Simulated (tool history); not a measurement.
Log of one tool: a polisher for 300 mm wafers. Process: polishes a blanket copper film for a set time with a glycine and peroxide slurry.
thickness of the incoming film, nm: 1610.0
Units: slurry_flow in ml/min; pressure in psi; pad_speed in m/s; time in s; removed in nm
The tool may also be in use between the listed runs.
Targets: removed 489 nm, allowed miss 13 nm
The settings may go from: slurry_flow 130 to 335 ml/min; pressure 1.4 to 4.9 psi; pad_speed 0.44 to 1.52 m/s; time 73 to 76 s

run,day,slurry_flow,pressure,pad_speed,time,removed
1,0,215,3.1,0.98,73,368.43
2,0.217,195,3.1,0.98,73,363.14
3,0.558,240,3.1,0.98,73,370.38
4,0.892,240,3.1,0.98,76,387.42
5,1.15,240,3.1,0.98,73,372.5
6,1.525,240,2.4,0.98,73,312.57
7,1.583,240,2.7,0.98,73,333.45
8,1.662,240,3,0.98,73,363.38
9,1.925,245,3.2,0.98,73,374.28
10,1.975,245,4.1,1,73,461.64
11,2.288,245,4.2,1,73,463.34
12,2.617,245,4.3,1,73,474.73

Which of these 5 next moves meets every target?
A,2.946,250,4.2,1,76,?
B,2.946,255,4.3,0.98,73,?
C,2.946,255,4.1,1,74,?
D,2.946,210,4.5,0.88,76,?
E,2.946,245,4.4,0.96,73,?

move,removed
A,483.18
B,464.71
C,463
D,448.32
E,462.73
A: meets every target
B: further off than the last run
C: further off than the last run
D: further off than the last run
E: further off than the last run
Move A is the one to make.

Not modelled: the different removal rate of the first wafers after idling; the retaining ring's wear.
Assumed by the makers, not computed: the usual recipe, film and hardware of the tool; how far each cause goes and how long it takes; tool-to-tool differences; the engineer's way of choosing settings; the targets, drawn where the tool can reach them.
